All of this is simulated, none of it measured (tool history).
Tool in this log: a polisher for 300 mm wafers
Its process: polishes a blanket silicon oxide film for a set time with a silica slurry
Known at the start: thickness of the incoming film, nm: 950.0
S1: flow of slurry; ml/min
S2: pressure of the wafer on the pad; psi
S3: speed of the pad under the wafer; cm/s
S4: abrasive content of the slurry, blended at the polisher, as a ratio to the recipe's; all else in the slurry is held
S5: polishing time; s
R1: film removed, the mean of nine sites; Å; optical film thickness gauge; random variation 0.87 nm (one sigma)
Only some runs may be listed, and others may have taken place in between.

run	day	S1	S2	S3	S4	S5	R1
1	0	200	3.6	100	1	56	1469.6
2	0.192	200	3	96	1	56	1237.3
3	0.271	200	3	74	1	56	989.95
4	0.6	200	3	74	1	56	981.18
5	0.942	200	2.7	74	1	56	914.09
6	1.033	200	3.1	74	1	56	1022.2

Run 7 is up next; what results do you expect?
7	1.2	200	2.8	74	1	56	?

{"run 7": {"R1": 934.97}}

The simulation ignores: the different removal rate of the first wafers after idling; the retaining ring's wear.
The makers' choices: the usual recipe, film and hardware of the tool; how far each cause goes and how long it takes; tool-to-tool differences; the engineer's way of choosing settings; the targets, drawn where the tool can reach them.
